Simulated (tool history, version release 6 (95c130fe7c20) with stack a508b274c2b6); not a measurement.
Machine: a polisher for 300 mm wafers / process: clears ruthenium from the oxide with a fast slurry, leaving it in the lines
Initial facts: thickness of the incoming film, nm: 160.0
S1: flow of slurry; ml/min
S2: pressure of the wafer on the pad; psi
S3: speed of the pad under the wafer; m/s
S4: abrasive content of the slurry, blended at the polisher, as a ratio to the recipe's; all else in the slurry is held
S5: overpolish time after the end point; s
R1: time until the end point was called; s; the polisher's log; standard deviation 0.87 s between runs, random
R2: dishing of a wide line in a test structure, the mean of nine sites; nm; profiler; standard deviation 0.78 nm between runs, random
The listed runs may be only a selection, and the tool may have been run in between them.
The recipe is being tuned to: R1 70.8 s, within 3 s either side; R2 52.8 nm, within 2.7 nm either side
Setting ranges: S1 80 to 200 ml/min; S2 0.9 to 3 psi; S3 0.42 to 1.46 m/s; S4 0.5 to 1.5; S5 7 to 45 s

Run 1, day 0: S1 130 ml/min, S2 1.9 psi, S3 0.94 m/s, S4 1, S5 23 s. Result: R1 72.712 s, R2 41.114 nm.
Run 2, day 0.067: S1 130 ml/min, S2 1.9 psi, S3 1.16 m/s, S4 1, S5 23 s. Result: R1 61.85 s, R2 44.462 nm.
Run 3, day 0.212: S1 130 ml/min, S2 1.9 psi, S3 1.3 m/s, S4 1, S5 23 s. Result: R1 56.195 s, R2 47.705 nm.
Run 4, day 0.333: S1 125 ml/min, S2 1.8 psi, S3 1.3 m/s, S4 1, S5 25 s. Result: R1 59.051 s, R2 49.174 nm.
Run 5, day 0.554: S1 120 ml/min, S2 1.7 psi, S3 1.3 m/s, S4 1, S5 27 s. Result: R1 63.185 s, R2 49.294 nm.
Run 6, day 0.804: S1 120 ml/min, S2 1.7 psi, S3 1.3 m/s, S4 1, S5 36 s. Result: R1 63.821 s, R2 59.467 nm.
Run 7, day 1.1: S1 120 ml/min, S2 1.7 psi, S3 1.3 m/s, S4 1, S5 35 s. Result: R1 62.319 s, R2 58.588 nm.
Run 8, day 1.321: S1 115 ml/min, S2 1.6 psi, S3 1.3 m/s, S4 1, S5 35 s. Result: R1 67.493 s, R2 56.641 nm.

Which single option among these 5 for the next run brings every result within its allowed miss of target? Just one does.
Run A, day 1.542: S1 140 ml/min, S2 1.7 psi, S3 1.34 m/s, S4 0.9, S5 35 s. Result: R1 ?, R2 ?.
Run B, day 1.542: S1 80 ml/min, S2 1.6 psi, S3 1.32 m/s, S4 1, S5 33 s. Result: R1 ?, R2 ?.
Run C, day 1.542: S1 145 ml/min, S2 1.7 psi, S3 1.24 m/s, S4 1, S5 32 s. Result: R1 ?, R2 ?.
Run D, day 1.542: S1 130 ml/min, S2 1.8 psi, S3 1.14 m/s, S4 1.1, S5 37 s. Result: R1 ?, R2 ?.
Run E, day 1.542: S1 85 ml/min, S2 1.7 psi, S3 1.26 m/s, S4 1.1, S5 27 s. Result: R1 ?, R2 ?.

move      R1      R2
   A  62.502  58.161
   B  69.534  52.306
   C  63.243  54.552
   D  62.377  60.227
   E  64.831  47.834
A: its largest miss is bigger than the last run's
B: meets every target
C: brings the result that was furthest off to its target, and leaves another outside
D: its largest miss is bigger than the last run's
E: pushes the last run's worst result past its target
B is the move that brings every result within its allowed miss.
